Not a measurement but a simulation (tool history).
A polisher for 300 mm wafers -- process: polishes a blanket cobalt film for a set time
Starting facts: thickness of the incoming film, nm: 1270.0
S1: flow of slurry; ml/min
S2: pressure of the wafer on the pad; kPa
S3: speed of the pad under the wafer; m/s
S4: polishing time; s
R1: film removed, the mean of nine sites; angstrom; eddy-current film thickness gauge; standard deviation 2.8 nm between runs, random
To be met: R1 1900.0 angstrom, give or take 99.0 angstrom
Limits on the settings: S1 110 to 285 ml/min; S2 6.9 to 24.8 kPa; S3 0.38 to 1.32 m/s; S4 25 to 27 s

run 1 hour=0.0 | S1=180 S2=15.9 S3=0.84 S4=27 | R1=1373.5
run 2 hour=8.8 | S1=150 S2=15.9 S3=0.84 S4=27 | R1=1374.5
run 3 hour=13.9 | S1=150 S2=15.9 S3=0.66 S4=27 | R1=1063.6
run 4 hour=19.0 | S1=150 S2=17.9 S3=0.66 S4=27 | R1=1206.9
run 5 hour=20.6 | S1=175 S2=17.9 S3=0.66 S4=27 | R1=1206.6
run 6 hour=28.3 | S1=175 S2=17.9 S3=0.66 S4=25 | R1=1122.1
run 7 hour=35.4 | S1=175 S2=19.3 S3=0.68 S4=25 | R1=1251.0
run 8 hour=37.4 | S1=175 S2=20.7 S3=0.70 S4=25 | R1=1387.5
run 9 hour=45.6 | S1=175 S2=21.4 S3=0.72 S4=25 | R1=1483.4
run 10 hour=47.7 | S1=175 S2=22.1 S3=0.74 S4=25 | R1=1535.5

Of the 4 settings listed for the next run, only one would bring every result within its allowed miss of target. Which one?
run A hour=49.8 | S1=180 S2=21.4 S3=0.58 S4=25 | R1=?
run B hour=49.8 | S1=180 S2=24.8 S3=0.80 S4=25 | R1=?
run C hour=49.8 | S1=175 S2=20.0 S3=0.54 S4=25 | R1=?
run D hour=49.8 | S1=200 S2=21.4 S3=0.64 S4=25 | R1=?

move=A R1=1201.1
move=B R1=1851.6
move=C R1=1054.8
move=D R1=1322.2
A: its largest miss is bigger than the last run's
B: every result lands within tolerance
C: its largest miss is bigger than the last run's
D: its largest miss is bigger than the last run's
So the answer is move B, the one that meets all the targets.
